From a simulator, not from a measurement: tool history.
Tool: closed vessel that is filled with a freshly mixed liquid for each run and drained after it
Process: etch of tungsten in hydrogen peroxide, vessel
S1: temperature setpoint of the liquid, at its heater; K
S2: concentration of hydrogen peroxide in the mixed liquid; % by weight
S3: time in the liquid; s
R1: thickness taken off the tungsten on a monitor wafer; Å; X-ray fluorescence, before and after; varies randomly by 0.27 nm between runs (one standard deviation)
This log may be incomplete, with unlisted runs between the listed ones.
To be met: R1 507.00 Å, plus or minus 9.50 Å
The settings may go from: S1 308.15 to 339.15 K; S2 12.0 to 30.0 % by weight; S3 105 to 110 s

run	hour	S1	S2	S3	R1
1	0.0	324.15	23.0	105	1045.90
2	5.0	324.15	25.0	105	1100.90
3	7.7	324.15	25.0	105	1091.80
4	9.6	324.15	21.0	105	995.34
5	12.3	319.65	21.0	105	764.05
6	20.9	318.15	21.0	105	690.34
7	25.6	317.15	21.0	105	650.14
8	28.7	312.15	21.0	105	473.36
9	32.7	313.65	21.0	105	523.15

Which single option among these 4 for the next run brings every result within its allowed miss of target? Just one does.
A	36.7	314.65	18.0	110	?
B	36.7	314.65	20.0	105	?
C	36.7	312.65	20.5	110	?
D	36.7	311.65	30.0	105	?

move	R1
A	535.17
B	538.48
C	501.63
D	542.52
A: misses by more than the last run did
B: misses by more than the last run did
C: meets every target
D: misses by more than the last run did
Correct choice: C, which meets every target

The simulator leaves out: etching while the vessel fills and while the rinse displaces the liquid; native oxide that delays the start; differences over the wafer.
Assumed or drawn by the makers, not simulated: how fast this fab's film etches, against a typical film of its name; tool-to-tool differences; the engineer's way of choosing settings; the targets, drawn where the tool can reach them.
